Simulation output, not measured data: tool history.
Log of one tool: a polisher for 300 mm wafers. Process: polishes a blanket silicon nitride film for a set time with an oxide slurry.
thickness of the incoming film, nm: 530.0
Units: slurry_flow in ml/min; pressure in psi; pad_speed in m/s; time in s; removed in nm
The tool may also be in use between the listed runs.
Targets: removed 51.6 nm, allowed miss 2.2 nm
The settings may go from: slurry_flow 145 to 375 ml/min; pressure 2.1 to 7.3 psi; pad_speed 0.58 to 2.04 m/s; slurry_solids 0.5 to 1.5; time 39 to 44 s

run  hour  slurry_flow  pressure  pad_speed  slurry_solids  time  removed
  1     0          240       4.7        1.3              1    44   27.824
  2   2.1          240       4.7        1.3              1    39   24.868
  3   7.6          240       5.5       1.38              1    39   28.347
  4   9.7          265       5.5       1.38              1    39   28.718
  5  18.7          265       6.3       1.38              1    39   31.927
  6  24.1          265       6.6       1.58           1.05    39   37.799
  7  25.5          265       6.8        1.7           1.05    39   41.522
  8  31.4          265       6.9       1.78           1.05    39   43.878
  9    33          265       7.3       1.94           1.05    39   48.166

Which of these 4 next moves meets every target?
  A  34.6          250       6.5       2.02           0.95    41        ?
  B  34.6          255       7.2       1.62           1.05    43        ?
  C  34.6          190       6.8       1.94           1.25    42        ?
  D  34.6          275       7.3       1.76            1.1    40        ?

move  removed
   A   45.445
   B   46.206
   C   50.813
   D   47.857
A: further off than the last run
B: further off than the last run
C: meets every target
D: further off than the last run
The right move is C.

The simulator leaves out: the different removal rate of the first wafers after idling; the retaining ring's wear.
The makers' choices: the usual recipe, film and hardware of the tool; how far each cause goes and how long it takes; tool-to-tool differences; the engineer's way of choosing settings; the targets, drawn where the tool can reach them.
